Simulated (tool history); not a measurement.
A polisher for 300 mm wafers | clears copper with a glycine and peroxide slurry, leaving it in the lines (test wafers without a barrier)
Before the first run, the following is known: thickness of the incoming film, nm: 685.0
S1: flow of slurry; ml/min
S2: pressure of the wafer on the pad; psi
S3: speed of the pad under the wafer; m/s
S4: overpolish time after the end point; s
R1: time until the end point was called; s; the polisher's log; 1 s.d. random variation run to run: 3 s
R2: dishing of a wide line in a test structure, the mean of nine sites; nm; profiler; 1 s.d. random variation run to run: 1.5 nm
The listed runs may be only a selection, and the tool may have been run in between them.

run    day   S1   S2    S3  S4      R1      R2
  1  0.000  155  2.5  0.90  18  143.85  52.975
  2  0.296  125  2.5  0.90  18  149.80  52.698
  3  0.558  120  2.3  0.88  21  165.44  54.665
  4  0.675   95  2.3  0.88  21  176.95  48.855
  5  0.875   95  2.2  0.88  24  184.63  57.511
  6  1.208   95  2.2  0.88  25  190.51  58.456
  7  1.504  100  2.2  0.88  26  177.67  58.223

Run 8 comes next. What will it give?
     1.817  -- head pressure recalibrated
  8  1.817  100  2.1  0.88  29   ?   ?

{"run 8": {"R1": 196.2, "R2": 60.106}}
